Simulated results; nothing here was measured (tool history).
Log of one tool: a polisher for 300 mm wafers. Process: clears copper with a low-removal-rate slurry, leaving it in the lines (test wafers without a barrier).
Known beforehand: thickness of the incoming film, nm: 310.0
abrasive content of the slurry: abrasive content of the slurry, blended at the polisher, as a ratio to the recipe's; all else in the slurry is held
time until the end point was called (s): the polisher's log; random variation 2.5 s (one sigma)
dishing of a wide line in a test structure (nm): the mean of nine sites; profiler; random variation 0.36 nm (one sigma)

| run | hour | flow of slurry (ml/min) | pressure of the wafer on the pad (psi) | speed of the pad under the wafer (cm/s) | abrasive content of the slurry | overpolish time after the end point (s) | time until the end point was called (s) | dishing of a wide line in a test structure (nm) |
|---|---|---|---|---|---|---|---|---|
| 1 | 0.0 | 305 | 2.3 | 142 | 1.0 | 15 | 81.631 | 45.376 |
| 2 | 2.4 | 305 | 2.3 | 142 | 1.0 | 20 | 81.634 | 56.744 |
| 3 | 11.0 | 305 | 2.3 | 114 | 1.0 | 20 | 96.589 | 49.838 |
| 4 | 18.9 | 305 | 2.0 | 112 | 1.0 | 17 | 111.350 | 39.769 |
| 5 | 23.0 | 305 | 2.0 | 112 | 0.8 | 17 | 116.460 | 37.536 |
| 6 | 26.3 | 305 | 2.0 | 112 | 0.8 | 19 | 110.830 | 42.349 |
| 7 | 33.9 | 305 | 1.9 | 108 | 0.8 | 16 | 123.160 | 33.563 |
| 8 | 42.0 | 305 | 1.8 | 108 | 0.8 | 15 | 126.950 | 30.413 |

What will run 9 give?
| 9 | 48.7 | 305 | 1.7 | 108 | 0.8 | 14 | ? | ? |

{"run 9": {"time until the end point was called (s)": 133.29, "dishing of a wide line in a test structure (nm)": 28.146}}
